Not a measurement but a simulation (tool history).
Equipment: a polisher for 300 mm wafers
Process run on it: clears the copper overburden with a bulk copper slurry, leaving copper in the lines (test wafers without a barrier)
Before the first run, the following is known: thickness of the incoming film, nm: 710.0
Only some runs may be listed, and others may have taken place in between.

run,hour,flow of slurry (ml/min),pressure of the wafer on the pad (psi),speed of the pad under the wafer (m/s),abrasive content of the slurry,overpolish time after the end point (s),time until the end point was called (s),dishing of a wide line in a test structure (nm)
1,0.0,195,2.4,1.20,1.00,25,72.941,60.437
2,2.2,195,2.2,1.20,1.00,23,79.299,58.845
3,10.1,195,2.0,1.18,1.00,21,87.187,55.308
4,18.6,195,2.0,1.18,1.00,15,86.500,48.177
5,19.6,195,2.3,1.18,1.00,15,77.018,53.583
6,25.7,195,1.9,1.18,1.00,15,92.462,48.991
7,27.2,195,1.8,1.18,1.00,14,96.295,45.073
8,32.5,190,1.7,1.20,0.95,13,103.030,42.113
9,33.2,185,1.6,1.24,0.90,12,108.690,39.664
10,41.3,180,1.6,1.30,0.85,11,104.910,37.910
11,47.5,175,1.6,1.32,0.80,11,106.660,38.253
12,53.5,230,1.1,0.98,1.05,8,176.460,20.831
13,55.4,230,1.2,1.00,1.05,8,158.030,22.537
14,62.0,230,1.3,1.00,1.05,8,148.670,23.349
15,68.7,235,1.8,0.96,1.05,20,111.200,49.314
16,74.5,235,1.7,1.00,1.10,20,109.700,49.432
17,82.8,235,1.7,1.02,1.05,18,112.070,46.969

Run 18 comes next. What will it give?
18,84.4,180,1.1,1.36,0.80,8,?,?

Run 18 gave time until the end point was called (s) 147.420, dishing of a wide line in a test structure (nm) 23.499.
